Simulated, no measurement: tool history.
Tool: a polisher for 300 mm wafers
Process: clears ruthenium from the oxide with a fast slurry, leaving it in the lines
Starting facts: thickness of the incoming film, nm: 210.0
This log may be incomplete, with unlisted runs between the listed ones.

run    day  flow of slurry (ml/min)  pressure of the wafer on the pad (psi)  speed of the pad under the wafer (m/s)  abrasive content of the slurry  overpolish time after the end point (s)  time until the end point was called (s)  dishing of a wide line in a test structure (angstrom)
  1  0.000                      160                                     3.1                                    1.04                             1.0                                       23                                   32.819                                                 805.86
  2  0.062                      160                                     3.1                                    1.26                             1.0                                       23                                   28.227                                                 871.49
  3  0.208                      160                                     2.9                                    1.26                             1.0                                       25                                   30.252                                                 898.65
  4  0.575                      160                                     2.8                                    1.26                             1.0                                       26                                   31.755                                                 876.46
  5  0.633                      160                                     2.7                                    1.26                             1.0                                       27                                   32.295                                                 872.91
  6  0.679                      125                                     2.7                                    1.26                             1.0                                       27                                   34.456                                                 885.51
  7  0.825                      125                                     2.7                                    1.26                             1.0                                       27                                   33.255                                                 899.18
  8  1.083                      125                                     2.6                                    1.26                             1.0                                       28                                   35.440                                                 871.22
  9  1.221                      125                                     2.5                                    1.26                             1.0                                       29                                   36.709                                                 850.10

Expected results for the next run?
 10  1.404                      125                                     2.5                                    1.26                             1.0                                       30                                        ?                                                      ?

Run 10 yielded time until the end point was called (s) 36.452, dishing of a wide line in a test structure (angstrom) 899.03.

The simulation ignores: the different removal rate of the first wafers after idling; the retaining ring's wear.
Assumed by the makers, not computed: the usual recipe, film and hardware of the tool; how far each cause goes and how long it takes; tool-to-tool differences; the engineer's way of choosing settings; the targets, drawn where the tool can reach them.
